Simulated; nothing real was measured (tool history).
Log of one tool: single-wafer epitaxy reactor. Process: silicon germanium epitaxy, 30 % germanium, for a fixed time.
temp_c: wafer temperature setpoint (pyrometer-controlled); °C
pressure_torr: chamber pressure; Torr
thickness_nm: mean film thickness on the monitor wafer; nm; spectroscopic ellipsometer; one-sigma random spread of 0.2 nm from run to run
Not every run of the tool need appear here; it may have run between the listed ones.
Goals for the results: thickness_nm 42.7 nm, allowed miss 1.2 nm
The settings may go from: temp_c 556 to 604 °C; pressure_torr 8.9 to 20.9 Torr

run  hour  temp_c  pressure_torr  thickness_nm
  1     0     580           14.9        31.579
  2   4.1     580           16.2        32.636
  3   8.7     580             18        34.388
  4  12.6     584             18        36.571
  5  14.7     584           16.4        34.862
  6  16.4     584           13.9        32.888
  7  17.1     588             14        35.169
  8  24.2     591           14.1         37.03
  9  31.7     593           14.2        38.303
 10  39.9     595           14.3        39.854
 11  41.7     596           14.3        40.502
 12  49.3     597           14.3        41.153

Exercise: of the 5 proposed moves below, exactly one satisfies all targets within the stated allowed misses. Which move is it?
  A  56.9     597           12.7             ?
  B  56.9     600           11.6             ?
  C  56.9     595           14.2             ?
  D  56.9     595           14.5             ?
  E  56.9     598           14.9             ?

move  thickness_nm
   A        39.481
   B        39.884
   C        40.059
   D        40.413
   E        42.923
A: the biggest miss grows against the last run
B: the biggest miss grows against the last run
C: the biggest miss grows against the last run
D: the biggest miss grows against the last run
E: all results in spec
Correct choice: E, which meets every target
